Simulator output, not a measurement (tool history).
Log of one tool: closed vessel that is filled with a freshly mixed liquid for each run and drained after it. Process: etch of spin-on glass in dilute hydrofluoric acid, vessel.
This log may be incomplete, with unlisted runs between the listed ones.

run,day,temperature setpoint of the liquid (C),parts of water to one part of 49 % hydrofluoric acid (parts by volume),time in the liquid (s),thickness taken off the spin-on glass on a monitor wafer (Å)
1,0.000,22.0,85,35,106.470
2,0.117,22.0,85,35,106.900
3,0.442,20.5,85,35,100.330
4,0.704,19.5,85,35,96.174
5,0.896,21.5,85,35,103.830
6,1.033,20.5,85,35,99.940
7,1.279,19.5,85,35,96.685

Forecast run 8:
8,1.567,19.0,85,35,?

thickness taken off the spin-on glass on a monitor wafer (Å): 94.521

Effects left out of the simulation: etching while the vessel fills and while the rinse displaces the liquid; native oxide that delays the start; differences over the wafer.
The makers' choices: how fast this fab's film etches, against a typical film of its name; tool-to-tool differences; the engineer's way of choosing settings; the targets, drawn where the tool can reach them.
